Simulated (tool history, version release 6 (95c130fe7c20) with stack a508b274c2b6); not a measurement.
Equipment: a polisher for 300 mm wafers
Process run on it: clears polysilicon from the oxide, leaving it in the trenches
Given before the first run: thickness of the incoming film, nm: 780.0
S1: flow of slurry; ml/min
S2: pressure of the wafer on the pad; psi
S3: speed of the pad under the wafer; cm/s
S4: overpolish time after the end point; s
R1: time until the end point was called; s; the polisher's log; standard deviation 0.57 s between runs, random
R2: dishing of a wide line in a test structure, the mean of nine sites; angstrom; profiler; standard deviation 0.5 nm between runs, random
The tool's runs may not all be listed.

run	hour	S1	S2	S3	S4	R1	R2
1	0.0	190	2.8	90	13	71.814	427.79
2	8.8	190	2.8	70	13	90.429	418.96
3	13.0	190	2.8	58	13	108.890	402.85
4	16.4	200	3.0	58	12	102.810	408.68
5	20.4	200	3.0	58	16	104.920	420.69
6	25.5	200	2.5	58	16	117.980	420.13
7	26.3	190	2.7	58	15	110.960	399.13
8	29.4	180	2.9	58	14	108.490	402.18
9	37.4	170	3.1	60	13	99.621	422.16
10	40.4	185	3.0	64	12	94.062	407.51
11	43.0	175	3.1	66	11	92.148	391.53

Run 12, settings as shown, results not yet in. Your forecast:
12	48.0	170	3.2	66	10	?	?

Run 12 yielded R1 89.968 s, R2 404.75 angstrom.
